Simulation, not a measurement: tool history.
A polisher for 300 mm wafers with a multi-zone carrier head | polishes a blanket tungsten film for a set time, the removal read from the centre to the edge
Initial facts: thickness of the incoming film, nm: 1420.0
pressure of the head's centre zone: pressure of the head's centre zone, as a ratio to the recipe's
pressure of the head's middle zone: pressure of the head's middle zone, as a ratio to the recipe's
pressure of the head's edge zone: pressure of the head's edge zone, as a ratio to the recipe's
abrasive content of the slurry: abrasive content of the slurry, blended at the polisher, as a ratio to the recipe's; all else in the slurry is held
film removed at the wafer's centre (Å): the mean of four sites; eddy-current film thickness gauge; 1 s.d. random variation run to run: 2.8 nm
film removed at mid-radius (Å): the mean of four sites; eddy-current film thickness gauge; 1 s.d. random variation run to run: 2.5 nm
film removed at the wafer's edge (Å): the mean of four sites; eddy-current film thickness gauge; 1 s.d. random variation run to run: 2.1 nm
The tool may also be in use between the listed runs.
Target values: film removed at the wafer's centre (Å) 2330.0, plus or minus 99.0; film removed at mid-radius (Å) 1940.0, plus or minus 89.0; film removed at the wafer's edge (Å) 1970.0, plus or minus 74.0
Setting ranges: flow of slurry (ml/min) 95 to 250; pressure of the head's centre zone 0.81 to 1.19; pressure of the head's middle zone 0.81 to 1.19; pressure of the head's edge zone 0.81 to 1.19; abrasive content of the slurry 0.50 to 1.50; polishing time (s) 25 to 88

| run | hour | flow of slurry (ml/min) | pressure of the head's centre zone | pressure of the head's middle zone | pressure of the head's edge zone | abrasive content of the slurry | polishing time (s) | film removed at the wafer's centre (Å) | film removed at mid-radius (Å) | film removed at the wafer's edge (Å) |
|---|---|---|---|---|---|---|---|---|---|---|
| 1 | 0.0 | 160 | 1.00 | 1.00 | 1.00 | 1.00 | 56 | 2714.8 | 2670.5 | 2651.9 |
| 2 | 5.2 | 155 | 1.02 | 0.98 | 0.97 | 0.90 | 55 | 2595.1 | 2423.5 | 2406.8 |
| 3 | 10.3 | 145 | 1.02 | 0.96 | 0.94 | 0.85 | 55 | 2476.2 | 2382.4 | 2318.4 |
| 4 | 11.8 | 145 | 1.02 | 0.96 | 0.97 | 0.85 | 55 | 2488.9 | 2342.3 | 2433.5 |
| 5 | 15.7 | 145 | 1.04 | 0.94 | 0.94 | 0.80 | 55 | 2460.0 | 2235.5 | 2314.8 |
| 6 | 16.4 | 160 | 1.04 | 0.94 | 0.94 | 0.80 | 55 | 2580.2 | 2381.9 | 2383.4 |
| 7 | 22.8 | 145 | 1.06 | 0.93 | 0.92 | 0.75 | 55 | 2461.9 | 2240.4 | 2258.0 |
| 8 | 29.5 | 135 | 1.08 | 0.92 | 0.90 | 0.75 | 55 | 2508.9 | 2159.1 | 2205.1 |

5 candidate next runs follow, results not yet known. Just one meets every target within its allowed miss. Identify it.
| A | 36.2 | 135 | 1.09 | 0.88 | 0.95 | 0.70 | 52 | ? | ? | ? |
| B | 36.2 | 135 | 1.03 | 0.93 | 0.92 | 0.60 | 58 | ? | ? | ? |
| C | 36.2 | 150 | 0.99 | 1.01 | 0.86 | 0.65 | 51 | ? | ? | ? |
| D | 36.2 | 130 | 1.15 | 0.92 | 0.89 | 1.20 | 43 | ? | ? | ? |
| E | 36.2 | 135 | 0.99 | 0.87 | 0.98 | 0.65 | 54 | ? | ? | ? |

| move | film removed at the wafer's centre (Å) | film removed at mid-radius (Å) | film removed at the wafer's edge (Å) |
|---|---|---|---|
| A | 2360.1 | 1984.4 | 2141.1 |
| B | 2405.2 | 2216.6 | 2248.3 |
| C | 2155.6 | 2190.7 | 1994.0 |
| D | 2347.0 | 1961.0 | 1983.3 |
| E | 2219.4 | 1998.9 | 2209.1 |
A: better than the last run, though not everything is in spec
B: further off than the last run
C: the furthest-off result lands on target, but another misses its tolerance
D: all results in spec
E: as far off as the last run
So the answer is move D, the one that meets all the targets.
